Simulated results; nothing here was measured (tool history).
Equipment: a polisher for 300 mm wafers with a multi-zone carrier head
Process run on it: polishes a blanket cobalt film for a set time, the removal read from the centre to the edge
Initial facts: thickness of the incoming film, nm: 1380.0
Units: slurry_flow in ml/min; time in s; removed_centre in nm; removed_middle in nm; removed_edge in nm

run 1 day=0.000 | slurry_flow=140 centre_zone=1.00 middle_zone=1.00 edge_zone=1.00 time=75 | removed_centre=247.11 removed_middle=280.21 removed_edge=281.38
run 2 day=0.312 | slurry_flow=135 centre_zone=1.01 middle_zone=1.00 edge_zone=0.96 time=73 | removed_centre=240.83 removed_middle=276.06 removed_edge=257.87
run 3 day=0.338 | slurry_flow=125 centre_zone=1.01 middle_zone=0.97 edge_zone=0.94 time=72 | removed_centre=231.10 removed_middle=262.74 removed_edge=250.18
run 4 day=0.692 | slurry_flow=125 centre_zone=1.01 middle_zone=0.89 edge_zone=0.94 time=72 | removed_centre=234.80 removed_middle=244.47 removed_edge=253.41
run 5 day=1.067 | slurry_flow=125 centre_zone=1.01 middle_zone=0.89 edge_zone=0.98 time=72 | removed_centre=234.17 removed_middle=245.89 removed_edge=264.96
run 6 day=1.233 | slurry_flow=125 centre_zone=1.01 middle_zone=0.96 edge_zone=0.98 time=72 | removed_centre=232.36 removed_middle=257.07 removed_edge=260.36
run 7 day=1.525 | slurry_flow=120 centre_zone=1.02 middle_zone=0.95 edge_zone=0.95 time=71 | removed_centre=227.81 removed_middle=250.28 removed_edge=249.96
run 8 day=1.796 | slurry_flow=115 centre_zone=1.03 middle_zone=0.94 edge_zone=0.92 time=71 | removed_centre=229.21 removed_middle=251.27 removed_edge=249.26
run 9 day=1.992 | slurry_flow=120 centre_zone=1.03 middle_zone=0.93 edge_zone=0.90 time=70 | removed_centre=230.11 removed_middle=241.34 removed_edge=245.52

Forecast run 10:
run 10 day=2.046 | slurry_flow=120 centre_zone=1.03 middle_zone=0.95 edge_zone=0.88 time=69 | removed_centre=? removed_middle=? removed_edge=?

Run 10 produced removed_centre 224.77 nm, removed_middle 241.12 nm, removed_edge 236.76 nm.

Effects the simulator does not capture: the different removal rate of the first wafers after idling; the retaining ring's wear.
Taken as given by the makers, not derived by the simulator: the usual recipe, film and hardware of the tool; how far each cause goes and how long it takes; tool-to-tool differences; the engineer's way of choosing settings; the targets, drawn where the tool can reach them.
